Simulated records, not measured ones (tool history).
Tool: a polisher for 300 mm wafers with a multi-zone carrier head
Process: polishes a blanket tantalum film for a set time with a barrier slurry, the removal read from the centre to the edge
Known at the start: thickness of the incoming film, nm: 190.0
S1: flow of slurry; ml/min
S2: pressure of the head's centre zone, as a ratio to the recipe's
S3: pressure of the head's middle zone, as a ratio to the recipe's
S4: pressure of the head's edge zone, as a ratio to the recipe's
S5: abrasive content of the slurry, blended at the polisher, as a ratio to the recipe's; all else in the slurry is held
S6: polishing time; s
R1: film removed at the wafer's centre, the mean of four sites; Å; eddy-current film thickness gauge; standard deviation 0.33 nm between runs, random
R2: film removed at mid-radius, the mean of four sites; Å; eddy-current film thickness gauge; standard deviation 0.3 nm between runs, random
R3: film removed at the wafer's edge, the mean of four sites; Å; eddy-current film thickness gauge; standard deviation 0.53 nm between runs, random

Run 1, day 0.000: S1 185 ml/min, S2 1.00, S3 1.00, S4 1.00, S5 1.00, S6 42 s. Result: R1 658.71 Å, R2 643.34 Å, R3 641.52 Å.
Run 2, day 0.196: S1 160 ml/min, S2 1.00, S3 1.00, S4 1.00, S5 1.00, S6 42 s. Result: R1 647.75 Å, R2 634.47 Å, R3 640.74 Å.
Run 3, day 0.221: S1 185 ml/min, S2 0.99, S3 0.99, S4 0.96, S5 0.90, S6 41 s. Result: R1 615.73 Å, R2 601.65 Å, R3 591.30 Å.
Run 4, day 0.408: S1 185 ml/min, S2 0.99, S3 0.99, S4 0.96, S5 0.70, S6 41 s. Result: R1 551.79 Å, R2 542.98 Å, R3 543.76 Å.
Run 5, day 0.538: S1 180 ml/min, S2 0.99, S3 0.99, S4 0.93, S5 0.65, S6 41 s. Result: R1 532.16 Å, R2 522.87 Å, R3 511.31 Å.
Run 6, day 0.688: S1 180 ml/min, S2 0.94, S3 0.99, S4 0.93, S5 0.65, S6 41 s. Result: R1 512.47 Å, R2 527.29 Å, R3 515.00 Å.
Run 7, day 0.904: S1 160 ml/min, S2 1.01, S3 0.98, S4 0.83, S5 0.55, S6 41 s. Result: R1 490.80 Å, R2 467.54 Å, R3 432.39 Å.

Expected results for the next run?
Run 8, day 1.000: S1 160 ml/min, S2 1.01, S3 0.98, S4 0.83, S5 0.55, S6 41 s. Result: R1 ?, R2 ?, R3 ?.

R1: 489.98 Å
R2: 469.45 Å
R3: 441.94 Å

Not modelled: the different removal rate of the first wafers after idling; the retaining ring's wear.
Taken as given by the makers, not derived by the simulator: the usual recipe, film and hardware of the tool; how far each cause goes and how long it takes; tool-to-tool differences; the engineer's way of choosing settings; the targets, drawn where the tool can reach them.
